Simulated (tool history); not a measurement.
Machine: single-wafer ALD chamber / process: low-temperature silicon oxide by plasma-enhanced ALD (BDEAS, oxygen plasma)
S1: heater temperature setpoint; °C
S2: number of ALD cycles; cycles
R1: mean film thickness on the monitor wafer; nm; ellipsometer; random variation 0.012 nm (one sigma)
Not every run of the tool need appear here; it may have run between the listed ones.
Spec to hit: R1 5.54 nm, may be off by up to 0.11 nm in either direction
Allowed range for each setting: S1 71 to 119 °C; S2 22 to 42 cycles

run,day,S1,S2,R1
1,0,95,32,4.988
2,0.167,91,33,5.2056
3,0.367,89,33,5.2606
4,0.5,80,33,5.3674
5,0.817,80,36,5.8656
6,0.858,82,36,5.8332
7,1.054,84,36,5.8086
8,1.092,86,36,5.785
9,1.4,88,36,5.75
10,1.725,90,36,5.6879
11,1.904,91,36,5.683
12,2.071,92,36,5.6507

Next run, 5 choices. One meets every target within its allowed miss, the rest don't. Which?
A,2.238,89,36,?
B,2.238,89,37,?
C,2.238,82,36,?
D,2.238,97,36,?
E,2.238,85,36,?

move,R1
A,5.7132
B,5.872
C,5.8358
D,5.5732
E,5.7833
A: moves away from the targets compared with the last run
B: moves away from the targets compared with the last run
C: moves away from the targets compared with the last run
D: meets every target
E: moves away from the targets compared with the last run
The right move is D.
